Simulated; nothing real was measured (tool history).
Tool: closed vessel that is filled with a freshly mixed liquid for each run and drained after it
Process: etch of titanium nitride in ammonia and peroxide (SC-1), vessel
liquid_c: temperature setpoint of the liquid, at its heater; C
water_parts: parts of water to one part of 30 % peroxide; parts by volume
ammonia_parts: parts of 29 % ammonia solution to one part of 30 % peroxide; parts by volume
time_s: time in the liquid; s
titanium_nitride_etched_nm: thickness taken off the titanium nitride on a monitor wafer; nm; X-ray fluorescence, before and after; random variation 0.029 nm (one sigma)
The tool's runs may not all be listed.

run	hour	liquid_c	water_parts	ammonia_parts	time_s	titanium_nitride_etched_nm
1	0	47	7	0.5	345	14.518
2	6.3	47	7	0.4	345	13.974
3	7.8	46.5	7	0.4	345	13.523
4	13.9	46.5	7	0.4	345	13.504
5	20	46	7	0.4	345	13.085
6	23.5	46	7	0.4	345	12.974
7	31.4	40.5	7	0.4	345	8.7146

Forecast run 8:
8	40.6	41	7	0.4	345	?

titanium_nitride_etched_nm: 9.091 nm
